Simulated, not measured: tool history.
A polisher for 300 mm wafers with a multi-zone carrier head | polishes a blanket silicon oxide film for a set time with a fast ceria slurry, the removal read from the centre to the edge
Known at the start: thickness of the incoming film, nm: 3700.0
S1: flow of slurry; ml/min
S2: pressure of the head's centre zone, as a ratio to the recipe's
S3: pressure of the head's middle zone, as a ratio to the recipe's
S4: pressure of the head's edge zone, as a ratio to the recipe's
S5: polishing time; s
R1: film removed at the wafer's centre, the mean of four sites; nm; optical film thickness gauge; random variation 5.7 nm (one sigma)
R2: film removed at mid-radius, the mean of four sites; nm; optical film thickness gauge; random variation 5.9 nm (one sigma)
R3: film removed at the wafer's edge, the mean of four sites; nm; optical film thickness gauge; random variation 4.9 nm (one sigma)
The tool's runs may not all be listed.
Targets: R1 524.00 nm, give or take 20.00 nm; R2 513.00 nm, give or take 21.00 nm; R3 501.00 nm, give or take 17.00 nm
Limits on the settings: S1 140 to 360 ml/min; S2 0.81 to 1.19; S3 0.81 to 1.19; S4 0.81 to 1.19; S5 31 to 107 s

| run | hour | S1 | S2 | S3 | S4 | S5 | R1 | R2 | R3 |
|---|---|---|---|---|---|---|---|---|---|
| 1 | 0.0 | 230 | 1.00 | 1.00 | 1.00 | 69 | 673.64 | 724.14 | 742.59 |
| 2 | 3.3 | 230 | 1.00 | 1.00 | 1.00 | 60 | 595.79 | 636.75 | 631.24 |
| 3 | 9.0 | 230 | 1.00 | 0.98 | 0.96 | 57 | 565.32 | 585.00 | 588.41 |
| 4 | 10.4 | 225 | 1.00 | 0.97 | 0.92 | 55 | 524.74 | 556.44 | 562.36 |
| 5 | 11.3 | 225 | 1.00 | 1.05 | 0.92 | 55 | 538.61 | 603.06 | 562.44 |
| 6 | 16.5 | 225 | 1.00 | 1.05 | 0.97 | 55 | 541.02 | 607.94 | 576.40 |
| 7 | 21.3 | 225 | 1.02 | 1.03 | 0.94 | 53 | 533.98 | 570.23 | 545.46 |
| 8 | 24.0 | 225 | 1.02 | 1.03 | 0.94 | 53 | 522.08 | 575.37 | 555.35 |

Next run, 4 choices. One meets every target within its allowed miss, the rest don't. Which?
| A | 26.7 | 155 | 1.10 | 1.05 | 0.98 | 52 | ? | ? | ? |
| B | 26.7 | 320 | 1.07 | 0.96 | 0.87 | 48 | ? | ? | ? |
| C | 26.7 | 160 | 1.02 | 0.81 | 0.95 | 57 | ? | ? | ? |
| D | 26.7 | 140 | 1.03 | 0.88 | 1.11 | 58 | ? | ? | ? |

| move | R1 | R2 | R3 |
|---|---|---|---|
| A | 521.15 | 535.43 | 529.36 |
| B | 523.84 | 506.42 | 498.54 |
| C | 536.08 | 475.90 | 576.13 |
| D | 534.03 | 504.32 | 619.88 |
A: nearer than the last run, and not there yet
B: hits every target within its allowed miss
C: misses by more than the last run did
D: misses by more than the last run did
The right move is B.

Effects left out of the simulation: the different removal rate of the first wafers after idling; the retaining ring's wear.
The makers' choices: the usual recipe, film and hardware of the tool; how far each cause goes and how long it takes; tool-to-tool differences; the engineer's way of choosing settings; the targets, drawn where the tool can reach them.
